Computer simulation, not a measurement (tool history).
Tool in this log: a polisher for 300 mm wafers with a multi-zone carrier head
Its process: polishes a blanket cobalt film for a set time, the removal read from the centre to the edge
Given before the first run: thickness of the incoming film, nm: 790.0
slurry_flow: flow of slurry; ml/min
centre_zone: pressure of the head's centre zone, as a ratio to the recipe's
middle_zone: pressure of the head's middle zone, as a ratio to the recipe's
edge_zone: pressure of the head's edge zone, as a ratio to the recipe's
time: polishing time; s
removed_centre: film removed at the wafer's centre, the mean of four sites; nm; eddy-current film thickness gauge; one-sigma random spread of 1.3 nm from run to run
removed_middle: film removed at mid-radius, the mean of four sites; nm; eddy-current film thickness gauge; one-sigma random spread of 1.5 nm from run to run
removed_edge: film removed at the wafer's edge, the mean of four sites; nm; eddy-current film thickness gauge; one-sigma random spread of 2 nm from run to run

Run 1, hour 0.0: slurry_flow 240 ml/min, centre_zone 1.00, middle_zone 1.00, edge_zone 1.00, time 31 s. Result: removed_centre 226.67 nm, removed_middle 213.91 nm, removed_edge 224.00 nm.
Run 2, hour 8.8: slurry_flow 235 ml/min, centre_zone 0.96, middle_zone 1.02, edge_zone 0.96, time 28 s. Result: removed_centre 199.67 nm, removed_middle 198.41 nm, removed_edge 198.47 nm.
Run 3, hour 13.8: slurry_flow 225 ml/min, centre_zone 0.92, middle_zone 1.04, edge_zone 0.95, time 26 s. Result: removed_centre 171.43 nm, removed_middle 185.34 nm, removed_edge 180.10 nm.
Run 4, hour 15.2: slurry_flow 195 ml/min, centre_zone 0.92, middle_zone 1.04, edge_zone 0.95, time 26 s. Result: removed_centre 169.62 nm, removed_middle 185.88 nm, removed_edge 175.98 nm.
Run 5, hour 19.8: slurry_flow 195 ml/min, centre_zone 0.92, middle_zone 1.04, edge_zone 0.90, time 26 s. Result: removed_centre 173.83 nm, removed_middle 181.12 nm, removed_edge 175.72 nm.
Run 6, hour 21.5: slurry_flow 195 ml/min, centre_zone 0.92, middle_zone 0.96, edge_zone 0.90, time 26 s. Result: removed_centre 174.67 nm, removed_middle 171.92 nm, removed_edge 176.91 nm.
Run 7, hour 23.7: slurry_flow 185 ml/min, centre_zone 0.90, middle_zone 0.99, edge_zone 0.89, time 25 s. Result: removed_centre 161.28 nm, removed_middle 168.27 nm, removed_edge 164.73 nm.
Run 8, hour 31.9: slurry_flow 180 ml/min, centre_zone 0.88, middle_zone 1.01, edge_zone 0.88, time 25 s. Result: removed_centre 157.87 nm, removed_middle 170.12 nm, removed_edge 165.18 nm.
Run 9, hour 34.0: slurry_flow 175 ml/min, centre_zone 0.87, middle_zone 1.03, edge_zone 0.87, time 24 s. Result: removed_centre 146.45 nm, removed_middle 165.13 nm, removed_edge 157.75 nm.
Run 10, hour 39.3: slurry_flow 170 ml/min, centre_zone 0.87, middle_zone 1.05, edge_zone 0.86, time 24 s. Result: removed_centre 148.14 nm, removed_middle 172.30 nm, removed_edge 157.13 nm.
Run 11, hour 47.4: slurry_flow 165 ml/min, centre_zone 0.86, middle_zone 1.05, edge_zone 0.85, time 24 s. Result: removed_centre 142.79 nm, removed_middle 168.84 nm, removed_edge 154.02 nm.
Run 12, hour 53.4: slurry_flow 160 ml/min, centre_zone 0.85, middle_zone 1.05, edge_zone 0.84, time 24 s. Result: removed_centre 144.04 nm, removed_middle 168.88 nm, removed_edge 155.17 nm.
Run 13, hour 57.4: slurry_flow 160 ml/min, centre_zone 0.84, middle_zone 1.06, edge_zone 0.83, time 24 s. Result: removed_centre 141.08 nm, removed_middle 168.91 nm, removed_edge 154.89 nm.
Run 14, hour 64.4: slurry_flow 155 ml/min, centre_zone 0.84, middle_zone 1.07, edge_zone 0.83, time 24 s. Result: removed_centre 142.69 nm, removed_middle 171.92 nm, removed_edge 153.39 nm.
Run 15, hour 66.5: slurry_flow 155 ml/min, centre_zone 0.83, middle_zone 1.07, edge_zone 0.83, time 24 s. Result: removed_centre 140.26 nm, removed_middle 172.39 nm, removed_edge 147.93 nm.
At hour 69.3: worn pad replaced by a new one.
Run 16, hour 69.3: slurry_flow 155 ml/min, centre_zone 0.82, middle_zone 1.06, edge_zone 0.85, time 24 s. Result: removed_centre 148.04 nm, removed_middle 181.67 nm, removed_edge 165.98 nm.
Run 17, hour 75.7: slurry_flow 155 ml/min, centre_zone 0.82, middle_zone 1.06, edge_zone 0.84, time 24 s. Result: removed_centre 149.56 nm, removed_middle 185.21 nm, removed_edge 167.04 nm.

Run 18 has not been measured yet. What should we expect?
Run 18, hour 77.5: slurry_flow 155 ml/min, centre_zone 0.82, middle_zone 1.06, edge_zone 0.84, time 24 s. Result: removed_centre ?, removed_middle ?, removed_edge ?.

removed_centre: 148.30 nm
removed_middle: 182.31 nm
removed_edge: 165.19 nm
